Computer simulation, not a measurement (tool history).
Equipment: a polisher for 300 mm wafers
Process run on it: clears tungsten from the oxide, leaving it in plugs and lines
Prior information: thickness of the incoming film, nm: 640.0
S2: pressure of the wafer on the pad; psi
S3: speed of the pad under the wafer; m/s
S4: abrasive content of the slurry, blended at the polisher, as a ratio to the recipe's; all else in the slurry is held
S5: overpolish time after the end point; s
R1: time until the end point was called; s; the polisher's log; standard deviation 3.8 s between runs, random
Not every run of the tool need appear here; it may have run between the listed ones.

{"run": 1, "hour": 0.0, "flow of slurry (ml/min)": 260, "S2": 4.3, "S3": 0.9, "S4": 1, "S5": 5, "R1": 107.86}
{"run": 2, "hour": 8.2, "flow of slurry (ml/min)": 260, "S2": 4.3, "S3": 0.9, "S4": 0.9, "S5": 5, "R1": 116.32}
{"run": 3, "hour": 10.5, "flow of slurry (ml/min)": 260, "S2": 3.5, "S3": 0.9, "S4": 0.9, "S5": 5, "R1": 138.07}
{"run": 4, "hour": 15.2, "flow of slurry (ml/min)": 260, "S2": 3.5, "S3": 0.9, "S4": 1.05, "S5": 5, "R1": 133.78}
{"run": 5, "hour": 16.2, "flow of slurry (ml/min)": 225, "S2": 3.5, "S3": 0.9, "S4": 1.05, "S5": 5, "R1": 134.19}
{"run": 6, "hour": 18.4, "flow of slurry (ml/min)": 275, "S2": 3.5, "S3": 0.9, "S4": 1.05, "S5": 5, "R1": 131.85}

Run 7, settings as shown, results not yet in. Your forecast:
{"run": 7, "hour": 25.3, "flow of slurry (ml/min)": 275, "S2": 3.3, "S3": 0.88, "S4": 1.05, "S5": 5, "R1": "?"}

Run 7 measured R1 140.52 s.
